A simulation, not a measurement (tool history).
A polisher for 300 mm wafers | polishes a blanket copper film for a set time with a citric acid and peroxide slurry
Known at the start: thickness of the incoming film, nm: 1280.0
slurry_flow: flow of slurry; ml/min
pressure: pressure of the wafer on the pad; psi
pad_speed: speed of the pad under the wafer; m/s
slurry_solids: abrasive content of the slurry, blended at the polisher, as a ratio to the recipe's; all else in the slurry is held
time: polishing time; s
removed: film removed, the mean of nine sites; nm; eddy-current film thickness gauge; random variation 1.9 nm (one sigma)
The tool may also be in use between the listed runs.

{"run": 1, "hour": 0.0, "slurry_flow": 235, "pressure": 4.2, "pad_speed": 0.76, "slurry_solids": 1, "time": 40, "removed": 86.936}
{"run": 2, "hour": 4.4, "slurry_flow": 235, "pressure": 4.6, "pad_speed": 0.76, "slurry_solids": 1, "time": 40, "removed": 99.165}
{"run": 3, "hour": 10.6, "slurry_flow": 185, "pressure": 4.6, "pad_speed": 0.76, "slurry_solids": 1, "time": 40, "removed": 93.789}
{"run": 4, "hour": 14.9, "slurry_flow": 190, "pressure": 4.9, "pad_speed": 0.76, "slurry_solids": 1, "time": 40, "removed": 102.08}
{"run": 5, "hour": 18.8, "slurry_flow": 190, "pressure": 4.9, "pad_speed": 0.76, "slurry_solids": 1.1, "time": 40, "removed": 102.68}
{"run": 6, "hour": 23.1, "slurry_flow": 190, "pressure": 4.9, "pad_speed": 0.76, "slurry_solids": 1, "time": 40, "removed": 99.936}
{"run": 7, "hour": 31.9, "slurry_flow": 190, "pressure": 6.1, "pad_speed": 0.78, "slurry_solids": 1, "time": 40, "removed": 125.23}
{"run": 8, "hour": 39.6, "slurry_flow": 190, "pressure": 6.2, "pad_speed": 0.78, "slurry_solids": 1, "time": 40, "removed": 125.65}
{"run": 9, "hour": 46.3, "slurry_flow": 190, "pressure": 6.3, "pad_speed": 0.8, "slurry_solids": 1, "time": 40, "removed": 135.4}

The next listed run, before its measurement:
{"run": 10, "hour": 54.1, "slurry_flow": 190, "pressure": 6.4, "pad_speed": 0.8, "slurry_solids": 1, "time": 40, "removed": "?"}

Run 10 gave removed 135.89 nm.
